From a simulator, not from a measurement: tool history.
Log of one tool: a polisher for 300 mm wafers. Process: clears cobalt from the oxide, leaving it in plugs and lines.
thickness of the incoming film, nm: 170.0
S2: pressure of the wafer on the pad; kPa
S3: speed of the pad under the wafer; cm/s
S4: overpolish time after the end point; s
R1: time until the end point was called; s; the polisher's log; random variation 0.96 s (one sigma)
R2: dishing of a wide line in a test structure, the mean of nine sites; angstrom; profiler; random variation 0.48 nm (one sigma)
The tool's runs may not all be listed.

run 1 hour=0.0 | flow_of_slurry_(ml/min)=285 S2=11.0 S3=112 S4=13 | R1=44.149 R2=355.51
run 2 hour=7.8 | flow_of_slurry_(ml/min)=285 S2=9.7 S3=106 S4=15 | R1=52.981 R2=353.50
run 3 hour=15.3 | flow_of_slurry_(ml/min)=285 S2=8.3 S3=102 S4=16 | R1=62.714 R2=321.52
run 4 hour=19.4 | flow_of_slurry_(ml/min)=285 S2=7.6 S3=100 S4=17 | R1=67.378 R2=312.26
run 5 hour=24.3 | flow_of_slurry_(ml/min)=240 S2=7.6 S3=100 S4=17 | R1=69.790 R2=321.71
run 6 hour=25.5 | flow_of_slurry_(ml/min)=230 S2=6.9 S3=98 S4=18 | R1=76.447 R2=307.67

Forecast run 7:
run 7 hour=34.2 | flow_of_slurry_(ml/min)=225 S2=6.2 S3=98 S4=19 | R1=? R2=?

Run 7 gave R1 83.652 s, R2 291.18 angstrom.

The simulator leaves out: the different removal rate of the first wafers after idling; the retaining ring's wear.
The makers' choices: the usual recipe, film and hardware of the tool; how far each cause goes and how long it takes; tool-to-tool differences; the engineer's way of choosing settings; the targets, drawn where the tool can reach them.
